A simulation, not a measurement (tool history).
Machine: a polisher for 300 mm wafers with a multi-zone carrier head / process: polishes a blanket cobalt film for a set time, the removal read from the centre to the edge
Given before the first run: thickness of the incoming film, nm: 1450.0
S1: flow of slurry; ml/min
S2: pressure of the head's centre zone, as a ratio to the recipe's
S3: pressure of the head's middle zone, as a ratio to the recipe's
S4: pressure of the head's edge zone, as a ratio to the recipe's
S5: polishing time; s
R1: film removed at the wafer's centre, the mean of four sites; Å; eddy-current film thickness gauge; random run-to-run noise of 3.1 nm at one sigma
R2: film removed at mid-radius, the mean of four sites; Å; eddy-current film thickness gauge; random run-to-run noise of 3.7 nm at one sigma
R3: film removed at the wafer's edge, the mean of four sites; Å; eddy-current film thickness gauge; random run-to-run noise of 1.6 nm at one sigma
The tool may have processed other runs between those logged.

run	hour	S1	S2	S3	S4	S5	R1	R2	R3
1	0	260	1	1	1	78	2975.6	2777.8	2837.6
2	8.7	255	1	1	0.95	76	2831.5	2680.3	2722.5
3	15.7	255	1	0.97	0.95	76	2826.6	2653.4	2745.5
4	20.2	250	1.02	1	0.92	74	2830.1	2621	2656.8
5	28.7	250	1.02	1	0.92	60	2289	2233.2	2109.8
6	31.5	260	1.03	1.02	0.94	62	2377.4	2251.8	2210.9
7	36.3	255	1.04	1.05	0.92	64	2568.5	2449.8	2240.6

The next listed run, before its measurement:
8	40.3	260	1.04	1.05	0.94	65	?	?	?

{"run 8": {"R1": 2521.9, "R2": 2455.9, "R3": 2328.8}}

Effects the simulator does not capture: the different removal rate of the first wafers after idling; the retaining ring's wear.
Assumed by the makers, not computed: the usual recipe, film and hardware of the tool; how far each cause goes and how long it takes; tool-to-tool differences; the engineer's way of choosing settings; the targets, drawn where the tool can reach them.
